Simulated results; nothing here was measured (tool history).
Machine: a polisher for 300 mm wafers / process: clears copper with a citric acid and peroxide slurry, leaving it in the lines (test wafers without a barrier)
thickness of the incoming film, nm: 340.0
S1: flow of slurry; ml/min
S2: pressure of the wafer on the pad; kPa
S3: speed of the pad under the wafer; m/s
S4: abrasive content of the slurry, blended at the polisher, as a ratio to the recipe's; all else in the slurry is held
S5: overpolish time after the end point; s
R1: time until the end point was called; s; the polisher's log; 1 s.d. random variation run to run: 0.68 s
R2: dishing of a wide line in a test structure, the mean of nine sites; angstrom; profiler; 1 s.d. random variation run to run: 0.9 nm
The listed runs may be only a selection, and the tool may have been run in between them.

run 1 hour=0 | S1=310 S2=27.6 S3=1.24 S4=1 S5=28 | R1=82.722 R2=460.57
run 2 hour=1 | S1=310 S2=27.6 S3=1.24 S4=1 S5=39 | R1=83.229 R2=511.84
run 3 hour=5.3 | S1=310 S2=27.6 S3=0.94 S4=1 S5=39 | R1=110.29 R2=471.71
run 4 hour=12.7 | S1=310 S2=27.6 S3=0.94 S4=1.1 S5=39 | R1=107.2 R2=474.38
run 5 hour=20.2 | S1=310 S2=31 S3=0.98 S4=1.1 S5=33 | R1=92.041 R2=461.88
run 6 hour=25.7 | S1=310 S2=33.8 S3=0.98 S4=1.1 S5=33 | R1=83.788 R2=480.71
run 7 hour=33.9 | S1=310 S2=35.9 S3=1 S4=1.1 S5=30 | R1=77.742 R2=468.36

Expected results for the next run?
run 8 hour=39.6 | S1=310 S2=37.2 S3=1.04 S4=1.1 S5=28 | R1=? R2=?

R1: 71.59 s
R2: 485.39 angstrom
